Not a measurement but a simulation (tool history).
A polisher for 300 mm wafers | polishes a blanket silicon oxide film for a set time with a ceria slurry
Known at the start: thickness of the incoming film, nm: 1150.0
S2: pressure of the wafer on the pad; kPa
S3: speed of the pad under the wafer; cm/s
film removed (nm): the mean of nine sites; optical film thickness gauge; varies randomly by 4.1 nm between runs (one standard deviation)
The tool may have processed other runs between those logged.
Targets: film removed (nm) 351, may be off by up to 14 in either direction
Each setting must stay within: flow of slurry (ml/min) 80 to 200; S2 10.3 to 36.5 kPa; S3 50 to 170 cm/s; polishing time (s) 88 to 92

run 1 hour=0 | flow_of_slurry_(ml/min)=130 S2=23.4 S3=110 polishing_time_(s)=88 | film_removed_(nm)=546.14
run 2 hour=7 | flow_of_slurry_(ml/min)=130 S2=23.4 S3=86 polishing_time_(s)=88 | film_removed_(nm)=434.33
run 3 hour=14.5 | flow_of_slurry_(ml/min)=130 S2=22.8 S3=86 polishing_time_(s)=88 | film_removed_(nm)=415.27
run 4 hour=15.6 | flow_of_slurry_(ml/min)=130 S2=22.1 S3=86 polishing_time_(s)=88 | film_removed_(nm)=400.55
run 5 hour=17.4 | flow_of_slurry_(ml/min)=130 S2=22.1 S3=86 polishing_time_(s)=88 | film_removed_(nm)=408.46
run 6 hour=19.2 | flow_of_slurry_(ml/min)=130 S2=21.4 S3=86 polishing_time_(s)=88 | film_removed_(nm)=388.52
run 7 hour=20.5 | flow_of_slurry_(ml/min)=125 S2=20.7 S3=86 polishing_time_(s)=88 | film_removed_(nm)=385.17
run 8 hour=28.3 | flow_of_slurry_(ml/min)=125 S2=20 S3=86 polishing_time_(s)=88 | film_removed_(nm)=371.3

Of the 4 settings listed for the next run, only one would bring every result within its allowed miss of target. Which one?
run A hour=36.1 | flow_of_slurry_(ml/min)=95 S2=22.8 S3=74 polishing_time_(s)=92 | film_removed_(nm)=?
run B hour=36.1 | flow_of_slurry_(ml/min)=140 S2=24.8 S3=72 polishing_time_(s)=88 | film_removed_(nm)=?
run C hour=36.1 | flow_of_slurry_(ml/min)=130 S2=20.7 S3=84 polishing_time_(s)=89 | film_removed_(nm)=?
run D hour=36.1 | flow_of_slurry_(ml/min)=140 S2=20 S3=70 polishing_time_(s)=88 | film_removed_(nm)=?

move=A film_removed_(nm)=344.33
move=B film_removed_(nm)=379.78
move=C film_removed_(nm)=378.23
move=D film_removed_(nm)=310.55
A: all results land within tolerance of their targets
B: further off than the last run
C: further off than the last run
D: pushes the last run's worst result past its target
So the answer is move A, the one that meets all the targets.
